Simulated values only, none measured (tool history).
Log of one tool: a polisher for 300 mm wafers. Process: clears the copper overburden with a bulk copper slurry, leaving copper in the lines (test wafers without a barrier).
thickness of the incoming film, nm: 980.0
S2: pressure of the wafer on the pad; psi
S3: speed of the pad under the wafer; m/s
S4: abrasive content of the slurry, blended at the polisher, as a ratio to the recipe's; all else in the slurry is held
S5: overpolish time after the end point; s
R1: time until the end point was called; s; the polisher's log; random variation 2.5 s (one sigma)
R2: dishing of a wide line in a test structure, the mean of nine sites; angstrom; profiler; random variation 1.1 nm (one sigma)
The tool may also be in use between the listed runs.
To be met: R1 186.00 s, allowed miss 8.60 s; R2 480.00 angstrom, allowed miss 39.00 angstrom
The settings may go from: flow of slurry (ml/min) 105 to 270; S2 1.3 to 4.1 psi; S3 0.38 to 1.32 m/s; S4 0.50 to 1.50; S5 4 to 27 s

{"run": 1, "hour": 0.0, "flow of slurry (ml/min)": 175, "S2": 2.7, "S3": 0.84, "S4": 1.0, "S5": 14, "R1": 142.12, "R2": 570.97}
{"run": 2, "hour": 3.7, "flow of slurry (ml/min)": 175, "S2": 2.5, "S3": 0.84, "S4": 1.0, "S5": 14, "R1": 152.26, "R2": 527.4}
{"run": 3, "hour": 5.8, "flow of slurry (ml/min)": 175, "S2": 2.5, "S3": 0.84, "S4": 0.85, "S5": 14, "R1": 158.45, "R2": 524.48}
{"run": 4, "hour": 13.3, "flow of slurry (ml/min)": 175, "S2": 2.5, "S3": 0.84, "S4": 0.95, "S5": 14, "R1": 154.98, "R2": 523.38}
{"run": 5, "hour": 18.8, "flow of slurry (ml/min)": 135, "S2": 2.5, "S3": 0.84, "S4": 0.95, "S5": 14, "R1": 162.64, "R2": 524.02}
{"run": 6, "hour": 22.8, "flow of slurry (ml/min)": 135, "S2": 2.5, "S3": 0.84, "S4": 0.95, "S5": 19, "R1": 160.42, "R2": 648.52}
{"run": 7, "hour": 31.0, "flow of slurry (ml/min)": 135, "S2": 2.4, "S3": 0.84, "S4": 0.95, "S5": 18, "R1": 165.27, "R2": 636.23}
{"run": 8, "hour": 39.7, "flow of slurry (ml/min)": 135, "S2": 2.1, "S3": 0.82, "S4": 0.95, "S5": 13, "R1": 185.7, "R2": 438.52}

Which of these 5 next moves meets every target?
{"run": "A", "hour": 48.4, "flow of slurry (ml/min)": 145, "S2": 2.7, "S3": 0.74, "S4": 1.0, "S5": 13, "R1": "?", "R2": "?"}
{"run": "B", "hour": 48.4, "flow of slurry (ml/min)": 170, "S2": 2.1, "S3": 0.88, "S4": 1.05, "S5": 13, "R1": "?", "R2": "?"}
{"run": "C", "hour": 48.4, "flow of slurry (ml/min)": 180, "S2": 1.9, "S3": 0.84, "S4": 1.05, "S5": 15, "R1": "?", "R2": "?"}
{"run": "D", "hour": 48.4, "flow of slurry (ml/min)": 130, "S2": 3.3, "S3": 0.54, "S4": 1.25, "S5": 18, "R1": "?", "R2": "?"}
{"run": "E", "hour": 48.4, "flow of slurry (ml/min)": 125, "S2": 1.9, "S3": 0.84, "S4": 0.95, "S5": 19, "R1": "?", "R2": "?"}

move=A R1=163.94 R2=489.03
move=B R1=163.30 R2=483.91
move=C R1=182.44 R2=493.93
move=D R1=184.33 R2=587.11
move=E R1=191.81 R2=572.68
A: brings the result that was furthest off to its target, and leaves another outside
B: brings the result that was furthest off to its target, and leaves another outside
C: meets every target
D: takes the result that was furthest off past its target
E: takes the result that was furthest off past its target
Answer: C
